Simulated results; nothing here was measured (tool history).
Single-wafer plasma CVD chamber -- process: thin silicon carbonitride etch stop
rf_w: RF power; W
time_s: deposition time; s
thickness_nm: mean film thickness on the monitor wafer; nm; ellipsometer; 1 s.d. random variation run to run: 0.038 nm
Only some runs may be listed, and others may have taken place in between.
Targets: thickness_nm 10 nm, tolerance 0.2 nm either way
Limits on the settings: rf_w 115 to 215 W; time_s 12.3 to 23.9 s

run 1 hour=0 | rf_w=165 time_s=18.1 | thickness_nm=11.181
run 2 hour=2.6 | rf_w=175 time_s=18.1 | thickness_nm=11.375
run 3 hour=8.9 | rf_w=175 time_s=19.7 | thickness_nm=12.422
run 4 hour=17 | rf_w=165 time_s=18.8 | thickness_nm=11.568
run 5 hour=22.7 | rf_w=165 time_s=20.2 | thickness_nm=12.504
run 6 hour=29 | rf_w=165 time_s=21.2 | thickness_nm=13.06
run 7 hour=37.8 | rf_w=155 time_s=20 | thickness_nm=12.145
run 8 hour=45.6 | rf_w=145 time_s=19 | thickness_nm=11.192
run 9 hour=53.4 | rf_w=120 time_s=17.6 | thickness_nm=9.7889

Pick the move, out of 5, that brings all results within their allowed miss; only one does.
run A hour=61.2 | rf_w=115 time_s=17.5 | thickness_nm=?
run B hour=61.2 | rf_w=120 time_s=18.1 | thickness_nm=?
run C hour=61.2 | rf_w=125 time_s=17.1 | thickness_nm=?
run D hour=61.2 | rf_w=115 time_s=17.1 | thickness_nm=?
run E hour=61.2 | rf_w=130 time_s=16.7 | thickness_nm=?

move=A thickness_nm=9.5558
move=B thickness_nm=10.024
move=C thickness_nm=9.5982
move=D thickness_nm=9.3374
move=E thickness_nm=9.4952
A: its largest miss is bigger than the last run's
B: every result within its allowed miss
C: its largest miss is bigger than the last run's
D: its largest miss is bigger than the last run's
E: its largest miss is bigger than the last run's
So the answer is move B, the one that meets all the targets.
